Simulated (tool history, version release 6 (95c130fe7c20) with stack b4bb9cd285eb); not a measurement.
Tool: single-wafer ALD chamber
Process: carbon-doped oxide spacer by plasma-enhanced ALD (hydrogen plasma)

run  hour  heater temperature setpoint (deg C)  number of ALD cycles (cycles)  mean film thickness on the monitor wafer (angstrom)
  1   0.0                                  395                            637                                               311.24
  2   5.5                                  395                            616                                               301.22
  3  12.9                                  395                            602                                               296.61
  4  17.7                                  395                            590                                               290.12
  5  26.1                                  395                            583                                               286.56
  6  34.9                                  395                            617                                               301.48
  7  42.6                                  395                            602                                               295.44
  8  46.1                                  395                            591                                               291.05

The next listed run, before its measurement:
  9  52.0                                  395                            583                                                    ?

{"run 9": {"mean film thickness on the monitor wafer (angstrom)": 286.59}}
